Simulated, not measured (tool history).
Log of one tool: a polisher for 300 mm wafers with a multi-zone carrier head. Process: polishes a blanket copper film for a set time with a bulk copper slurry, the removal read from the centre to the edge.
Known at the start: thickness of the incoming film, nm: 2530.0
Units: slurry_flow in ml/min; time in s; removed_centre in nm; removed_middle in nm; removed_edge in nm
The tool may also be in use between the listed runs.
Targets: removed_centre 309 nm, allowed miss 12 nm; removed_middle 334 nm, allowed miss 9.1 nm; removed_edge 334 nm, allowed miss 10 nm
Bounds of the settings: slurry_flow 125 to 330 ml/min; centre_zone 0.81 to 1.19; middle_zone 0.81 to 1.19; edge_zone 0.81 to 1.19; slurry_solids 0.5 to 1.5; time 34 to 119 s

Run 1, hour 0: slurry_flow 210 ml/min, centre_zone 1, middle_zone 1, edge_zone 1, slurry_solids 1, time 76 s. Result: removed_centre 531.71 nm, removed_middle 512.75 nm, removed_edge 529.48 nm.
Run 2, hour 4.5: slurry_flow 205 ml/min, centre_zone 0.97, middle_zone 0.99, edge_zone 0.97, slurry_solids 0.9, time 71 s. Result: removed_centre 472.69 nm, removed_middle 448.36 nm, removed_edge 460.18 nm.
Run 3, hour 9.4: slurry_flow 205 ml/min, centre_zone 0.93, middle_zone 0.99, edge_zone 0.97, slurry_solids 0.9, time 71 s. Result: removed_centre 444.36 nm, removed_middle 455.21 nm, removed_edge 456.78 nm.
Run 4, hour 12.3: slurry_flow 240 ml/min, centre_zone 0.93, middle_zone 0.99, edge_zone 0.97, slurry_solids 0.9, time 71 s. Result: removed_centre 456.02 nm, removed_middle 463.4 nm, removed_edge 479.74 nm.
Run 5, hour 18.9: slurry_flow 265 ml/min, centre_zone 0.93, middle_zone 0.99, edge_zone 0.97, slurry_solids 0.9, time 71 s. Result: removed_centre 448.8 nm, removed_middle 467.47 nm, removed_edge 480.88 nm.
Run 6, hour 27.7: slurry_flow 265 ml/min, centre_zone 0.93, middle_zone 0.99, edge_zone 0.97, slurry_solids 0.9, time 52 s. Result: removed_centre 330.64 nm, removed_middle 341.94 nm, removed_edge 348.64 nm.
Run 7, hour 31.9: slurry_flow 260 ml/min, centre_zone 0.92, middle_zone 0.99, edge_zone 0.96, slurry_solids 0.9, time 52 s. Result: removed_centre 335.95 nm, removed_middle 345.41 nm, removed_edge 346.49 nm.
Run 8, hour 33.7: slurry_flow 255 ml/min, centre_zone 0.9, middle_zone 0.99, edge_zone 0.96, slurry_solids 0.9, time 52 s. Result: removed_centre 327.56 nm, removed_middle 336.03 nm, removed_edge 352.25 nm.

Which of these 5 next moves meets every target?
Run A, hour 35.5: slurry_flow 250 ml/min, centre_zone 0.93, middle_zone 0.95, edge_zone 1.01, slurry_solids 0.95, time 52 s. Result: removed_centre ?, removed_middle ?, removed_edge ?.
Run B, hour 35.5: slurry_flow 275 ml/min, centre_zone 0.85, middle_zone 0.93, edge_zone 0.96, slurry_solids 0.75, time 55 s. Result: removed_centre ?, removed_middle ?, removed_edge ?.
Run C, hour 35.5: slurry_flow 225 ml/min, centre_zone 0.91, middle_zone 1.04, edge_zone 0.99, slurry_solids 1.15, time 46 s. Result: removed_centre ?, removed_middle ?, removed_edge ?.
Run D, hour 35.5: slurry_flow 260 ml/min, centre_zone 0.96, middle_zone 0.97, edge_zone 0.95, slurry_solids 0.85, time 52 s. Result: removed_centre ?, removed_middle ?, removed_edge ?.
Run E, hour 35.5: slurry_flow 240 ml/min, centre_zone 0.99, middle_zone 0.96, edge_zone 0.89, slurry_solids 1, time 47 s. Result: removed_centre ?, removed_middle ?, removed_edge ?.

move  removed_centre  removed_middle  removed_edge
   A          343.89          330.87        366.28
   B          315.11          323.99        355.28
   C           310.2          329.14        335.05
   D          344.77          327.35        345.35
   E          332.82           304.6        315.34
A: further off than the last run
B: further off than the last run
C: meets every target
D: further off than the last run
E: takes the result that was furthest off past its target
Move C is the one to make.

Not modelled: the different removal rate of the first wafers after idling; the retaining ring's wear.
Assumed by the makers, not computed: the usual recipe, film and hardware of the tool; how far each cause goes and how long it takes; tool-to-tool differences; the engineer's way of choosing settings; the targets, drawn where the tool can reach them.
